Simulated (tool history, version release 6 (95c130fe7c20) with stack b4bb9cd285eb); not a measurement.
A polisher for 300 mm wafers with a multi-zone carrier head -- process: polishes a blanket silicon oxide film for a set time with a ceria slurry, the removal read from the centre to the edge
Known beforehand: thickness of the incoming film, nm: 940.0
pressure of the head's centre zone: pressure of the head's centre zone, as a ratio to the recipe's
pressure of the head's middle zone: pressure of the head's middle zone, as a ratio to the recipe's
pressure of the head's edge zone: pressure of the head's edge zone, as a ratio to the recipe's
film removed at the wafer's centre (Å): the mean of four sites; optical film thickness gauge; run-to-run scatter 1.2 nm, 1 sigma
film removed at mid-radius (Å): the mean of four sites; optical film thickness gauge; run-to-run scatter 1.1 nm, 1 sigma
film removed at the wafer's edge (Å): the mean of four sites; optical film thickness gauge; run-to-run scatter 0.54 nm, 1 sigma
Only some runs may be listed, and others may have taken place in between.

| run | hour | flow of slurry (ml/min) | pressure of the head's centre zone | pressure of the head's middle zone | pressure of the head's edge zone | polishing time (s) | film removed at the wafer's centre (Å) | film removed at mid-radius (Å) | film removed at the wafer's edge (Å) |
|---|---|---|---|---|---|---|---|---|---|
| 1 | 0 | 125 | 1 | 1 | 1 | 55 | 1320.4 | 1327.5 | 1348.7 |
| 2 | 8.5 | 120 | 0.99 | 1 | 0.98 | 52 | 1215.9 | 1244.8 | 1250.7 |
| 3 | 16.1 | 120 | 0.93 | 1 | 0.98 | 52 | 1163.3 | 1267.8 | 1263.4 |
| 4 | 17.7 | 115 | 0.93 | 0.99 | 0.96 | 50 | 1108.2 | 1183.4 | 1179.1 |
| 5 | 25.7 | 115 | 0.93 | 0.99 | 1.01 | 50 | 1115 | 1211.1 | 1219.6 |
| 6 | 34.6 | 110 | 0.93 | 0.99 | 0.99 | 48 | 1084.2 | 1131.8 | 1151.2 |
| 7 | 43.5 | 105 | 0.92 | 0.99 | 0.97 | 47 | 1002.2 | 1107.8 | 1106.7 |
| 8 | 46.8 | 105 | 0.92 | 0.99 | 0.97 | 47 | 1025.1 | 1102.8 | 1092.2 |

Forecast run 9:
| 9 | 47.4 | 100 | 0.91 | 0.98 | 0.95 | 46 | ? | ? | ? |

Run 9 gave film removed at the wafer's centre (Å) 969.25, film removed at mid-radius (Å) 1076, film removed at the wafer's edge (Å) 1061.

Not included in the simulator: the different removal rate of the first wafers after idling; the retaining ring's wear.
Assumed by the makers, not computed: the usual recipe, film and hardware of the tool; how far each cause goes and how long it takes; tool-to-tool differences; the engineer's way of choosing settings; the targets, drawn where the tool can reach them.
